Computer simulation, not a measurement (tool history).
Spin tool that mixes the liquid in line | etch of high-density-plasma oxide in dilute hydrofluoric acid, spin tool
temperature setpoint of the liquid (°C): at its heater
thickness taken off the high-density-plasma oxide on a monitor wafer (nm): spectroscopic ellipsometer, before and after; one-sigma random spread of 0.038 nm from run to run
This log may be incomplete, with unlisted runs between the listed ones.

run	hour	temperature setpoint of the liquid (°C)	parts of water to one part of 49 % hydrofluoric acid (parts by volume)	time under the liquid (s)	thickness taken off the high-density-plasma oxide on a monitor wafer (nm)
1	0	25	290	275	5.7889
2	4.1	28	290	275	6.3313
3	8.6	28	290	300	7.0225
4	14.7	28	380	300	4.8779
5	20.6	27.5	380	300	4.7787
6	21.8	27.5	280	300	7.2169
7	26.4	26.5	290	300	6.5585
8	31	25.5	295	300	6.2856

Run 9 has not been measured yet. What should we expect?
9	36.7	21.5	345	300	?

thickness taken off the high-density-plasma oxide on a monitor wafer (nm): 4.526
